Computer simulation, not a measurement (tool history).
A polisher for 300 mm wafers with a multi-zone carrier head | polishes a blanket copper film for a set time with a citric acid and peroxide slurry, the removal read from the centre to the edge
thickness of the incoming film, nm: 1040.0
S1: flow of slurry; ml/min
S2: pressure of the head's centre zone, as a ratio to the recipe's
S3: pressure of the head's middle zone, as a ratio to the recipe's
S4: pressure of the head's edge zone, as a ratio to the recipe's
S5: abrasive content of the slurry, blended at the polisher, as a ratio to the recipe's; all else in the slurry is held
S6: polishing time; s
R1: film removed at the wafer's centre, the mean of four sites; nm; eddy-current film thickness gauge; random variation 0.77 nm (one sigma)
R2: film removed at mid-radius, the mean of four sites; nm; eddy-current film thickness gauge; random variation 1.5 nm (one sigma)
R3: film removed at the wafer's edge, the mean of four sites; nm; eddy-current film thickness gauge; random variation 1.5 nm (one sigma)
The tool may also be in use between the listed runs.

run	hour	S1	S2	S3	S4	S5	S6	R1	R2	R3
1	0.0	135	1.00	1.00	1.00	1.00	71	187.60	194.11	197.94
2	7.3	135	1.00	1.00	1.00	1.00	84	219.35	228.24	230.76
3	9.4	120	1.00	1.00	1.00	1.00	84	218.34	220.53	227.33
4	10.3	90	1.00	1.00	1.00	1.00	84	202.99	205.68	219.49
5	18.9	90	1.07	1.00	1.00	1.00	84	209.99	210.45	222.42
6	20.8	90	1.03	1.01	0.95	0.85	77	181.97	189.37	194.42
7	22.7	100	1.02	1.00	0.91	0.75	70	164.69	171.85	171.03
8	25.2	105	1.00	0.99	0.88	0.70	66	155.92	159.11	162.38
9	31.8	110	1.00	1.01	0.87	0.65	62	146.60	154.96	150.75
10	35.6	110	1.00	1.01	0.86	0.60	60	140.93	147.17	137.81

The next listed run, before its measurement:
11	39.0	105	0.99	1.01	0.86	0.55	60	?	?	?

Run 11 gave R1 136.74 nm, R2 141.81 nm, R3 139.71 nm.
